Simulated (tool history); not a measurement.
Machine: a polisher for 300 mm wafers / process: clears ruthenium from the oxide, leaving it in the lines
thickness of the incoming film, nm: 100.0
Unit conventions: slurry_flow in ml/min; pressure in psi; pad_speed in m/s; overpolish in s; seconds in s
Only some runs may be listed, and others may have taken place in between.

Run 1, hour 0: slurry_flow 175 ml/min, pressure 2.7 psi, pad_speed 0.92 m/s, overpolish 38 s. Result: seconds 62.797 s.
Run 2, hour 6.1: slurry_flow 175 ml/min, pressure 2.2 psi, pad_speed 0.92 m/s, overpolish 38 s. Result: seconds 77.362 s.
Run 3, hour 10.3: slurry_flow 150 ml/min, pressure 2.2 psi, pad_speed 0.92 m/s, overpolish 38 s. Result: seconds 76.738 s.
Run 4, hour 12.1: slurry_flow 150 ml/min, pressure 1.8 psi, pad_speed 0.92 m/s, overpolish 38 s. Result: seconds 95.532 s.
Run 5, hour 16: slurry_flow 150 ml/min, pressure 1.8 psi, pad_speed 0.8 m/s, overpolish 38 s. Result: seconds 107.52 s.
Run 6, hour 19: slurry_flow 150 ml/min, pressure 1.8 psi, pad_speed 1.02 m/s, overpolish 38 s. Result: seconds 86.946 s.

What does the tool deliver on the next run?
Run 7, hour 20.1: slurry_flow 150 ml/min, pressure 2 psi, pad_speed 1.02 m/s, overpolish 38 s. Result: seconds ?.

Run 7 came out at seconds 78.416 s.

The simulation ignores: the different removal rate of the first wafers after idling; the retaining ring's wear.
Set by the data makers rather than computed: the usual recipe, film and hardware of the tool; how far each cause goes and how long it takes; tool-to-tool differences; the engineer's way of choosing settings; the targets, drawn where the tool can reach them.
